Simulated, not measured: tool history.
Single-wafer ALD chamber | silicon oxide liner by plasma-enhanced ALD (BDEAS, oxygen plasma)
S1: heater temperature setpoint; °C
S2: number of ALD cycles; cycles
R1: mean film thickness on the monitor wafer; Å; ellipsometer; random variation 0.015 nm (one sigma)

{"run": 1, "hour": 0.0, "S1": 310, "S2": 65, "R1": 59.193}
{"run": 2, "hour": 4.8, "S1": 304, "S2": 65, "R1": 59.695}
{"run": 3, "hour": 13.0, "S1": 297, "S2": 65, "R1": 60.998}
{"run": 4, "hour": 20.4, "S1": 299, "S2": 63, "R1": 58.621}
{"run": 5, "hour": 21.7, "S1": 299, "S2": 72, "R1": 67.088}
{"run": 6, "hour": 29.7, "S1": 299, "S2": 63, "R1": 58.865}

Forecast run 7:
{"run": 7, "hour": 37.4, "S1": 301, "S2": 61, "R1": "?"}

Run 7 gave R1 56.305 Å.
